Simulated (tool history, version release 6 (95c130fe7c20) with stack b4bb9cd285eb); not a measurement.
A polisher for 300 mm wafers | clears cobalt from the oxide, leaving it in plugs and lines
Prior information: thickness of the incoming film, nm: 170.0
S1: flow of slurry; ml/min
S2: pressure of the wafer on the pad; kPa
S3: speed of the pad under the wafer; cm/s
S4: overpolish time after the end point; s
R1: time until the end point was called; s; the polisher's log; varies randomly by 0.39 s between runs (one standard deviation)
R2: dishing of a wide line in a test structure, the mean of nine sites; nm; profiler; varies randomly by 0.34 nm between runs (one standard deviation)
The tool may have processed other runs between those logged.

Run 1, day 0: S1 140 ml/min, S2 10.3 kPa, S3 110 cm/s, S4 15 s. Result: R1 47.066 s, R2 35.005 nm.
Run 2, day 0.333: S1 110 ml/min, S2 10.3 kPa, S3 110 cm/s, S4 15 s. Result: R1 50.113 s, R2 32.28 nm.
Run 3, day 0.458: S1 120 ml/min, S2 10.3 kPa, S3 110 cm/s, S4 13 s. Result: R1 48.803 s, R2 30.483 nm.
Run 4, day 0.804: S1 130 ml/min, S2 10.3 kPa, S3 110 cm/s, S4 12 s. Result: R1 48.124 s, R2 29.118 nm.
Run 5, day 1.133: S1 130 ml/min, S2 10.3 kPa, S3 110 cm/s, S4 6 s. Result: R1 48.237 s, R2 16.648 nm.
Run 6, day 1.442: S1 95 ml/min, S2 10.3 kPa, S3 110 cm/s, S4 6 s. Result: R1 51.633 s, R2 15.166 nm.
Run 7, day 1.692: S1 120 ml/min, S2 10.3 kPa, S3 110 cm/s, S4 7 s. Result: R1 48.493 s, R2 18.559 nm.
Run 8, day 2.05: S1 140 ml/min, S2 10.3 kPa, S3 110 cm/s, S4 8 s. Result: R1 47.553 s, R2 20.939 nm.
Run 9, day 2.158: S1 155 ml/min, S2 10.3 kPa, S3 110 cm/s, S4 9 s. Result: R1 46.192 s, R2 23.201 nm.
Run 10, day 2.383: S1 165 ml/min, S2 10.3 kPa, S3 110 cm/s, S4 10 s. Result: R1 46.042 s, R2 25.644 nm.

What does the tool deliver on the next run?
Run 11, day 2.662: S1 175 ml/min, S2 10.3 kPa, S3 110 cm/s, S4 10 s. Result: R1 ?, R2 ?.

{"run 11": {"R1": 45.738, "R2": 25.906}}

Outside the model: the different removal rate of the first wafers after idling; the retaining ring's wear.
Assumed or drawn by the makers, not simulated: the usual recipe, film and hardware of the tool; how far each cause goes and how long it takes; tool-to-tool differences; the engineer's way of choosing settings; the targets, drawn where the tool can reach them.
